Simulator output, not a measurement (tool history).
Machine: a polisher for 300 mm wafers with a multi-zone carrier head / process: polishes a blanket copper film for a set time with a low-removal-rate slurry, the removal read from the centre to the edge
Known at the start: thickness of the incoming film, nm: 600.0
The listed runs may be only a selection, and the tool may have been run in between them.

run,hour,flow of slurry (ml/min),pressure of the head's centre zone,pressure of the head's middle zone,pressure of the head's edge zone,abrasive content of the slurry,polishing time (s),film removed at the wafer's centre (nm),film removed at mid-radius (nm),film removed at the wafer's edge (nm)
1,0.0,230,1.00,1.00,1.00,1.00,56,152.17,150.27,146.72
2,8.3,230,1.01,1.01,0.98,0.95,56,151.40,148.62,144.33
3,13.4,230,1.01,1.10,0.98,0.95,56,148.88,160.58,142.30
4,18.4,230,1.01,1.18,0.98,0.95,56,151.09,166.79,143.83
5,21.3,230,1.03,1.17,0.96,0.90,56,151.19,161.88,139.61
6,23.5,230,1.04,1.17,0.94,0.85,56,151.08,161.30,134.38
7,31.3,225,1.04,1.16,0.93,0.80,56,148.63,158.00,132.92

Run 8 has not been measured yet. What should we expect?
8,37.5,225,1.14,1.14,0.83,0.55,52,?,?,?

Run 8 came out at film removed at the wafer's centre (nm) 133.71, film removed at mid-radius (nm) 128.29, film removed at the wafer's edge (nm) 105.89.
